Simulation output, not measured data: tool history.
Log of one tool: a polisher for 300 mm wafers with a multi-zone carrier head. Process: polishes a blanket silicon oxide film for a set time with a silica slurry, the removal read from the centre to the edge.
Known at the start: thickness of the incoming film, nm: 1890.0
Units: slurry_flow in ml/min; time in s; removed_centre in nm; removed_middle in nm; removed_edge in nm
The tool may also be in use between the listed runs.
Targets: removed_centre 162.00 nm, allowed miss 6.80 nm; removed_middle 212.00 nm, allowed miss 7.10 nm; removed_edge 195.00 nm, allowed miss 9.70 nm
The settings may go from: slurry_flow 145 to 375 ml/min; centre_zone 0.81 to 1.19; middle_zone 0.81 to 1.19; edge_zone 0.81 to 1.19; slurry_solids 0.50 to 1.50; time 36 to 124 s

Run 1, hour 0.0: slurry_flow 240 ml/min, centre_zone 1.00, middle_zone 1.00, edge_zone 1.00, slurry_solids 1.00, time 79 s. Result: removed_centre 310.04 nm, removed_middle 314.29 nm, removed_edge 308.82 nm.
Run 2, hour 4.3: slurry_flow 240 ml/min, centre_zone 1.00, middle_zone 1.03, edge_zone 1.00, slurry_solids 1.00, time 79 s. Result: removed_centre 312.42 nm, removed_middle 318.00 nm, removed_edge 317.25 nm.
Run 3, hour 10.2: slurry_flow 230 ml/min, centre_zone 0.95, middle_zone 1.05, edge_zone 0.97, slurry_solids 0.85, time 75 s. Result: removed_centre 267.90 nm, removed_middle 291.91 nm, removed_edge 274.08 nm.
Run 4, hour 12.8: slurry_flow 220 ml/min, centre_zone 0.91, middle_zone 1.06, edge_zone 0.99, slurry_solids 0.75, time 70 s. Result: removed_centre 226.41 nm, removed_middle 262.97 nm, removed_edge 246.84 nm.
Run 5, hour 13.6: slurry_flow 220 ml/min, centre_zone 0.91, middle_zone 1.00, edge_zone 0.99, slurry_solids 0.75, time 70 s. Result: removed_centre 227.35 nm, removed_middle 250.89 nm, removed_edge 254.34 nm.
Run 6, hour 16.0: slurry_flow 195 ml/min, centre_zone 0.91, middle_zone 1.00, edge_zone 0.99, slurry_solids 0.75, time 70 s. Result: removed_centre 225.42 nm, removed_middle 246.53 nm, removed_edge 243.76 nm.
Run 7, hour 24.3: slurry_flow 195 ml/min, centre_zone 0.88, middle_zone 1.02, edge_zone 0.99, slurry_solids 0.70, time 67 s. Result: removed_centre 205.00 nm, removed_middle 237.25 nm, removed_edge 235.12 nm.
Run 8, hour 30.1: slurry_flow 190 ml/min, centre_zone 0.86, middle_zone 1.04, edge_zone 0.98, slurry_solids 0.65, time 65 s. Result: removed_centre 187.72 nm, removed_middle 225.05 nm, removed_edge 213.23 nm.
Run 9, hour 34.6: slurry_flow 185 ml/min, centre_zone 0.85, middle_zone 1.05, edge_zone 0.98, slurry_solids 0.60, time 65 s. Result: removed_centre 177.20 nm, removed_middle 221.46 nm, removed_edge 210.05 nm.
Run 10, hour 42.7: slurry_flow 180 ml/min, centre_zone 0.84, middle_zone 1.05, edge_zone 0.97, slurry_solids 0.60, time 65 s. Result: removed_centre 179.24 nm, removed_middle 217.57 nm, removed_edge 211.95 nm.
Run 11, hour 47.3: slurry_flow 180 ml/min, centre_zone 0.83, middle_zone 1.07, edge_zone 0.97, slurry_solids 0.55, time 65 s. Result: removed_centre 167.79 nm, removed_middle 214.70 nm, removed_edge 206.95 nm.

Which of these 4 next moves meets every target?
Run A, hour 51.9: slurry_flow 245 ml/min, centre_zone 0.91, middle_zone 1.19, edge_zone 0.88, slurry_solids 0.90, time 47 s. Result: removed_centre ?, removed_middle ?, removed_edge ?.
Run B, hour 51.9: slurry_flow 180 ml/min, centre_zone 0.81, middle_zone 1.06, edge_zone 0.92, slurry_solids 0.75, time 58 s. Result: removed_centre ?, removed_middle ?, removed_edge ?.
Run C, hour 51.9: slurry_flow 160 ml/min, centre_zone 0.99, middle_zone 1.11, edge_zone 0.89, slurry_solids 0.65, time 54 s. Result: removed_centre ?, removed_middle ?, removed_edge ?.
Run D, hour 51.9: slurry_flow 190 ml/min, centre_zone 0.90, middle_zone 1.08, edge_zone 0.98, slurry_solids 0.70, time 59 s. Result: removed_centre ?, removed_middle ?, removed_edge ?.

move  removed_centre  removed_middle  removed_edge
   A          163.89          212.90        168.43
   B          162.42          216.09        194.35
   C          173.59          196.39        168.33
   D          181.26          219.97        199.58
A: takes the result that was furthest off past its target
B: meets every target
C: takes the result that was furthest off past its target
D: brings the result that was furthest off to its target, and leaves another outside
Answer: B
